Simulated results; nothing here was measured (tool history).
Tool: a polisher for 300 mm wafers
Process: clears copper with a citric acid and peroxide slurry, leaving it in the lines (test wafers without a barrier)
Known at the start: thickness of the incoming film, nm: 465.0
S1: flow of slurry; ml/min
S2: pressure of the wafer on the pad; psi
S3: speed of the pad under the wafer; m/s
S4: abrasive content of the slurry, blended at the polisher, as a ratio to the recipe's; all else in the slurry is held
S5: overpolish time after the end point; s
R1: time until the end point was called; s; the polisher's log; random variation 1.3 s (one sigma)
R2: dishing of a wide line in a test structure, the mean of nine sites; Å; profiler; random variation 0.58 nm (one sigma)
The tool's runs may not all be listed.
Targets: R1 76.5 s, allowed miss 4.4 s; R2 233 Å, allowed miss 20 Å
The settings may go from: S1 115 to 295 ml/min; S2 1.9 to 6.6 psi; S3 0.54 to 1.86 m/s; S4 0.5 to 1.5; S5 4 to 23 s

Run 1, hour 0: S1 190 ml/min, S2 4.2 psi, S3 1.18 m/s, S4 1, S5 12 s. Result: R1 113.93 s, R2 354.55 Å.
Run 2, hour 6.9: S1 205 ml/min, S2 4.2 psi, S3 1.18 m/s, S4 1, S5 12 s. Result: R1 114.73 s, R2 354.93 Å.
Run 3, hour 8.1: S1 190 ml/min, S2 4.4 psi, S3 1.2 m/s, S4 1, S5 11 s. Result: R1 112.32 s, R2 335.23 Å.
Run 4, hour 16.6: S1 220 ml/min, S2 4.4 psi, S3 1.2 m/s, S4 1, S5 11 s. Result: R1 112.49 s, R2 338.8 Å.
Run 5, hour 18.3: S1 220 ml/min, S2 4.4 psi, S3 1.2 m/s, S4 1.1, S5 11 s. Result: R1 104.84 s, R2 343.45 Å.
Run 6, hour 27: S1 220 ml/min, S2 4.4 psi, S3 1.2 m/s, S4 1.1, S5 16 s. Result: R1 105.27 s, R2 474.44 Å.
Run 7, hour 29.7: S1 230 ml/min, S2 4.5 psi, S3 1.2 m/s, S4 1.15, S5 14 s. Result: R1 105.62 s, R2 423.13 Å.
Run 8, hour 31.8: S1 220 ml/min, S2 4.5 psi, S3 1.24 m/s, S4 1.2, S5 12 s. Result: R1 102.93 s, R2 388.19 Å.
Run 9, hour 39.1: S1 270 ml/min, S2 5.7 psi, S3 1.24 m/s, S4 0.95, S5 6 s. Result: R1 87.238 s, R2 243.58 Å.
Run 10, hour 41.3: S1 270 ml/min, S2 6.5 psi, S3 1.26 m/s, S4 0.9, S5 4 s. Result: R1 79.857 s, R2 179.17 Å.
Run 11, hour 45.5: S1 270 ml/min, S2 6.4 psi, S3 1.28 m/s, S4 0.9, S5 4 s. Result: R1 80.464 s, R2 186.34 Å.
Run 12, hour 52.2: S1 270 ml/min, S2 6.4 psi, S3 1.3 m/s, S4 0.9, S5 4 s. Result: R1 78.531 s, R2 175.27 Å.
Run 13, hour 61.3: S1 270 ml/min, S2 6.3 psi, S3 1.3 m/s, S4 0.9, S5 4 s. Result: R1 80.629 s, R2 185.67 Å.
Run 14, hour 69.4: S1 270 ml/min, S2 6.3 psi, S3 1.32 m/s, S4 0.9, S5 4 s. Result: R1 77.59 s, R2 188.63 Å.
Run 15, hour 72.9: S1 270 ml/min, S2 6.2 psi, S3 1.32 m/s, S4 0.9, S5 4 s. Result: R1 78.958 s, R2 184.46 Å.
At hour 76.2: slurry blender recalibrated.
Run 16, hour 76.2: S1 270 ml/min, S2 6.4 psi, S3 1.32 m/s, S4 0.9, S5 7 s. Result: R1 75.303 s, R2 347.07 Å.
Run 17, hour 80.1: S1 270 ml/min, S2 6.4 psi, S3 1.32 m/s, S4 0.9, S5 7 s. Result: R1 73.87 s, R2 321.55 Å.

Which of these 4 next moves meets every target?
Run A, hour 84: S1 290 ml/min, S2 5.3 psi, S3 1.2 m/s, S4 1, S5 5 s. Result: R1 ?, R2 ?.
Run B, hour 84: S1 255 ml/min, S2 5.7 psi, S3 1.5 m/s, S4 0.85, S5 8 s. Result: R1 ?, R2 ?.
Run C, hour 84: S1 275 ml/min, S2 5.8 psi, S3 1.64 m/s, S4 1.05, S5 4 s. Result: R1 ?, R2 ?.
Run D, hour 84: S1 290 ml/min, S2 5.3 psi, S3 1.48 m/s, S4 0.9, S5 5 s. Result: R1 ?, R2 ?.

move      R1      R2
   A   87.95  203.63
   B  70.946  379.76
   C  61.839  229.84
   D  73.729  239.86
A: takes the result that was furthest off past its target
B: further off than the last run
C: brings the result that was furthest off to its target, and leaves another outside
D: meets every target
The right move is D.
